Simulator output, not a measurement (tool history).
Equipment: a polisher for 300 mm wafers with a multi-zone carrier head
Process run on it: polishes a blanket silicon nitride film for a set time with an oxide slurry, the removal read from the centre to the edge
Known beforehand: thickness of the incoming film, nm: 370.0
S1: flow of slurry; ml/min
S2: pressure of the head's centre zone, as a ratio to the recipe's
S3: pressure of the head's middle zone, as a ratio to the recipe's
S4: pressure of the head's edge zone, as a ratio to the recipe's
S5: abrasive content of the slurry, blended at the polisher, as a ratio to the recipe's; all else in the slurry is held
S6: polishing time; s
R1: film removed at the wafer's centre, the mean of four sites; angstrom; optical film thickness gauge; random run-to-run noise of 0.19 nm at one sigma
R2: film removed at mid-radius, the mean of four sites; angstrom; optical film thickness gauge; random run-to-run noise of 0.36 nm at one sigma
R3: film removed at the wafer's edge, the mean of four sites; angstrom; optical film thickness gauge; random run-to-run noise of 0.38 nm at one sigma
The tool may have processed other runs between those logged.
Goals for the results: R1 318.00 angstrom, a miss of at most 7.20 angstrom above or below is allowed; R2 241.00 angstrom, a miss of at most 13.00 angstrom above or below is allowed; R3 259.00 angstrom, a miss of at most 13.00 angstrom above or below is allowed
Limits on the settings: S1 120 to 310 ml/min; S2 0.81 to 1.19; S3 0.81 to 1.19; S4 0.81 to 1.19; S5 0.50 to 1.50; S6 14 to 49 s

run 1 hour=0.0 | S1=200 S2=1.00 S3=1.00 S4=1.00 S5=1.00 S6=31 | R1=209.35 R2=210.11 R3=201.40
run 2 hour=6.0 | S1=215 S2=1.05 S3=0.98 S4=1.03 S5=1.10 S6=31 | R1=234.06 R2=217.66 R3=221.96
run 3 hour=14.1 | S1=230 S2=1.09 S3=0.97 S4=1.02 S5=1.15 S6=31 | R1=247.89 R2=219.83 R3=230.57
run 4 hour=17.2 | S1=185 S2=1.09 S3=0.97 S4=1.02 S5=1.15 S6=31 | R1=242.47 R2=214.60 R3=220.82
run 5 hour=20.8 | S1=185 S2=1.09 S3=0.97 S4=1.02 S5=1.15 S6=38 | R1=295.05 R2=259.85 R3=273.56
run 6 hour=24.9 | S1=185 S2=1.09 S3=1.02 S4=1.02 S5=1.15 S6=38 | R1=293.74 R2=273.99 R3=277.43
run 7 hour=32.6 | S1=190 S2=1.11 S3=0.99 S4=1.00 S5=1.15 S6=38 | R1=302.93 R2=260.62 R3=266.65
run 8 hour=33.9 | S1=195 S2=1.12 S3=0.98 S4=1.00 S5=1.15 S6=38 | R1=306.17 R2=274.52 R3=275.00
run 9 hour=40.5 | S1=190 S2=1.14 S3=0.94 S4=1.00 S5=1.15 S6=38 | R1=308.14 R2=253.91 R3=267.73
run 10 hour=42.0 | S1=190 S2=1.15 S3=0.93 S4=0.99 S5=1.15 S6=38 | R1=314.48 R2=259.38 R3=271.15

Which of these 5 next moves meets every target?
run A hour=43.5 | S1=170 S2=1.14 S3=0.99 S4=1.06 S5=1.15 S6=39 | R1=? R2=? R3=?
run B hour=43.5 | S1=205 S2=1.09 S3=0.84 S4=1.14 S5=1.10 S6=40 | R1=? R2=? R3=?
run C hour=43.5 | S1=210 S2=1.12 S3=0.85 S4=0.99 S5=1.35 S6=37 | R1=? R2=? R3=?
run D hour=43.5 | S1=165 S2=1.10 S3=1.04 S4=0.95 S5=1.20 S6=40 | R1=? R2=? R3=?
run E hour=43.5 | S1=195 S2=1.16 S3=0.86 S4=0.91 S5=1.15 S6=38 | R1=? R2=? R3=?

move=A R1=312.40 R2=267.85 R3=285.41
move=B R1=309.12 R2=241.37 R3=304.22
move=C R1=323.35 R2=247.98 R3=288.25
move=D R1=313.59 R2=290.76 R3=281.91
move=E R1=316.90 R2=237.10 R3=263.04
A: misses by more than the last run did
B: puts the biggest miss on target and leaves a different result outside tolerance
C: puts the biggest miss on target and leaves a different result outside tolerance
D: misses by more than the last run did
E: all results land within tolerance of their targets
So the answer is move E, the one that meets all the targets.

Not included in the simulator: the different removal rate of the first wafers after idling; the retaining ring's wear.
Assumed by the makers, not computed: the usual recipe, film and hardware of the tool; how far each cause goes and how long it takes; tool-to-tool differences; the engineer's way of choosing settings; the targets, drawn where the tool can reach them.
